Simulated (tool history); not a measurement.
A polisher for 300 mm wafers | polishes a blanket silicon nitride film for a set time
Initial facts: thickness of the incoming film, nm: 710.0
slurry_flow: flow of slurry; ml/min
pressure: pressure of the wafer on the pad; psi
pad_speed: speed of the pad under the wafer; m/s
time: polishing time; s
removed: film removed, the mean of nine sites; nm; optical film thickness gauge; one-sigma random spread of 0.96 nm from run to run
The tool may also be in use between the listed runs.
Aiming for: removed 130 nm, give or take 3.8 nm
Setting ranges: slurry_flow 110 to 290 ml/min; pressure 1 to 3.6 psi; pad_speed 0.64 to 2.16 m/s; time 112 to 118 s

run  hour  slurry_flow  pressure  pad_speed  time  removed
  1     0          185       2.3        1.4   112   144.65
  2   5.6          185       2.6        1.4   112   163.05
  3   8.6          185         3        1.4   112   189.96
  4  13.3          150         3        1.4   112   181.42
  5  14.2          145       2.8        1.4   112   168.82
  6    23          145       2.8       1.14   112   142.99
  7  28.8          140       2.8       1.14   112   141.39
  8  34.9          135       2.8       1.14   112   140.65

Exercise: of the 5 proposed moves below, exactly one satisfies all targets within the stated allowed misses. Which move is it?
  A    41          175         3       1.02   118        ?
  B    41          135       2.7       1.22   112        ?
  C    41          140       2.6          1   112        ?
  D    41          130       2.5        1.2   112        ?
  E    41          110       2.5       1.16   112        ?

move  removed
   A   152.69
   B   143.34
   C   119.04
   D   130.18
   E   121.35
A: its largest miss is bigger than the last run's
B: its largest miss is bigger than the last run's
C: the result that was furthest off in the last run now lies on the other side of its target
D: all results land within tolerance of their targets
E: the result that was furthest off in the last run now lies on the other side of its target
The right move is D.

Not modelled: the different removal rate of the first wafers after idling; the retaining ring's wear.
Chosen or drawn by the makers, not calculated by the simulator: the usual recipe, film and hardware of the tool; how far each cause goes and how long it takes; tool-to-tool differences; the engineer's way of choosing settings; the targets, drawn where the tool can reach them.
